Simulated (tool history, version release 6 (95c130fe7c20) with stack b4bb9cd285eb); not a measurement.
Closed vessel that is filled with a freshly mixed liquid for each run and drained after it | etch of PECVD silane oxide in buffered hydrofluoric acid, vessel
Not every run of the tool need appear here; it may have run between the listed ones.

run	hour	temperature setpoint of the liquid (C)	parts of 40 % ammonium fluoride to one part of 49 % hydrofluoric acid (parts by volume)	time in the liquid (s)	thickness taken off the PECVD silane oxide on a monitor wafer (nm)
1	0.0	21.0	16.5	105	89.738
2	3.8	22.0	15.5	105	101.830
3	5.5	23.5	15.5	105	110.310
4	11.4	23.5	15.5	105	109.550
5	13.5	24.0	14.5	105	121.810
6	17.4	24.0	14.5	105	120.200

What does the tool deliver on the next run?
7	20.0	24.5	13.5	105	?

thickness taken off the PECVD silane oxide on a monitor wafer (nm): 134.480
